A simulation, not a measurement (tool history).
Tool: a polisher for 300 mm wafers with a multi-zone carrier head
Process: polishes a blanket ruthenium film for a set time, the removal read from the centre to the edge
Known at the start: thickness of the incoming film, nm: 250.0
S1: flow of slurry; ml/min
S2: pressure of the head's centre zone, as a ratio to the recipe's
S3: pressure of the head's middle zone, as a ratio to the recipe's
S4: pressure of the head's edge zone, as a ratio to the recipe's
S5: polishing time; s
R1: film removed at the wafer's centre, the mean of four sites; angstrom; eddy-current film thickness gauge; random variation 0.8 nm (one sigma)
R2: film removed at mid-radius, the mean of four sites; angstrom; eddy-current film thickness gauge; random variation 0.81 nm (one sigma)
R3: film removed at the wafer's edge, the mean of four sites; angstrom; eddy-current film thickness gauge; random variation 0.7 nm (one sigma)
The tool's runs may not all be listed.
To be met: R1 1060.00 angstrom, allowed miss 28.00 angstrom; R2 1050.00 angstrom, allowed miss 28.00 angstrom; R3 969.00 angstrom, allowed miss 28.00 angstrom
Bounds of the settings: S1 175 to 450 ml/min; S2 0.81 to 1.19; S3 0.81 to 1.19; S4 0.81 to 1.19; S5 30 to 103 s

run	hour	S1	S2	S3	S4	S5	R1	R2	R3
1	0.0	290	1.00	1.00	1.00	66	745.69	704.28	738.56
2	5.2	305	1.03	1.05	1.02	70	806.14	796.29	793.13
3	10.0	315	1.07	1.07	1.04	72	861.64	828.16	836.83
4	14.7	315	1.01	1.07	1.04	72	816.90	836.45	823.40
5	15.3	325	1.05	1.10	1.05	74	879.63	879.29	852.87
6	24.2	335	1.07	1.12	1.06	76	906.32	911.28	892.50
7	29.4	335	1.09	1.14	1.05	78	957.23	953.34	907.27
8	30.8	340	1.10	1.15	1.05	79	964.63	962.20	915.59
9	39.2	340	1.10	1.15	1.05	79	985.81	967.59	914.60
10	42.9	345	1.11	1.16	1.05	80	983.83	994.07	939.00
11	44.1	350	1.12	1.17	1.04	81	1013.10	1024.40	928.78
12	48.6	355	1.13	1.17	1.05	81	1028.10	1018.20	955.46
13	53.6	360	1.14	1.18	1.05	81	1041.10	1034.40	948.96

Which of these 4 next moves meets every target?
A	58.6	420	1.05	1.17	1.11	82	?	?	?
B	58.6	450	1.18	1.19	1.13	80	?	?	?
C	58.6	420	1.09	1.19	0.98	81	?	?	?
D	58.6	335	1.16	1.19	0.90	84	?	?	?

move	R1	R2	R3
A	1001.90	1038.60	983.59
B	1077.30	1032.60	971.73
C	1019.10	1041.10	913.47
D	1087.50	1059.60	897.32
A: brings the result that was furthest off to its target, and leaves another outside
B: meets every target
C: further off than the last run
D: further off than the last run
Answer: B
